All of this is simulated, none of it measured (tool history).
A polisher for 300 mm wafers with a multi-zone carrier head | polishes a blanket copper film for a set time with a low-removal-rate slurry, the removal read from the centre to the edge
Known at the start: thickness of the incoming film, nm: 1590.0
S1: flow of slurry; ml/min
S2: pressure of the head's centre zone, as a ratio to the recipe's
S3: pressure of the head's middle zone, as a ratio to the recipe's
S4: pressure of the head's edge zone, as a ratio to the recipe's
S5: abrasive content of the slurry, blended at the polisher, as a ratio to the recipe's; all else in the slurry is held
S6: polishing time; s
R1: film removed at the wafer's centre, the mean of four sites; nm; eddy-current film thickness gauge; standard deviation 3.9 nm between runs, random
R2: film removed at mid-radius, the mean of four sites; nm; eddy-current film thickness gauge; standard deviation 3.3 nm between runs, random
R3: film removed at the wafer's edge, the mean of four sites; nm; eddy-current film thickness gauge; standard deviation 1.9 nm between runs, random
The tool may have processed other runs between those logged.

{"run": 1, "hour": 0.0, "S1": 160, "S2": 1.0, "S3": 1.0, "S4": 1.0, "S5": 1.0, "S6": 68, "R1": 231.66, "R2": 222.78, "R3": 222.35}
{"run": 2, "hour": 8.5, "S1": 170, "S2": 1.0, "S3": 1.04, "S4": 1.01, "S5": 1.1, "S6": 69, "R1": 239.56, "R2": 246.01, "R3": 232.04}
{"run": 3, "hour": 13.2, "S1": 155, "S2": 1.0, "S3": 1.04, "S4": 1.01, "S5": 1.1, "S6": 69, "R1": 231.08, "R2": 241.67, "R3": 231.43}
{"run": 4, "hour": 20.6, "S1": 165, "S2": 1.01, "S3": 1.06, "S4": 1.03, "S5": 1.15, "S6": 69, "R1": 235.45, "R2": 249.65, "R3": 237.8}
{"run": 5, "hour": 23.2, "S1": 175, "S2": 1.03, "S3": 1.08, "S4": 1.04, "S5": 1.2, "S6": 70, "R1": 253.41, "R2": 262.8, "R3": 243.87}
{"run": 6, "hour": 24.4, "S1": 175, "S2": 1.03, "S3": 1.02, "S4": 1.04, "S5": 1.2, "S6": 70, "R1": 259.14, "R2": 251.83, "R3": 246.84}
{"run": 7, "hour": 25.4, "S1": 185, "S2": 1.03, "S3": 1.05, "S4": 1.05, "S5": 1.25, "S6": 70, "R1": 254.24, "R2": 262.0, "R3": 251.52}
{"run": 8, "hour": 32.1, "S1": 225, "S2": 1.13, "S3": 1.15, "S4": 1.05, "S5": 1.5, "S6": 75, "R1": 330.99, "R2": 317.96, "R3": 281.54}

For run 9, what comes out?
{"run": 9, "hour": 34.7, "S1": 225, "S2": 1.11, "S3": 1.16, "S4": 1.05, "S5": 1.5, "S6": 75, "R1": "?", "R2": "?", "R3": "?"}

R1: 326.33 nm
R2: 321.66 nm
R3: 281.81 nm
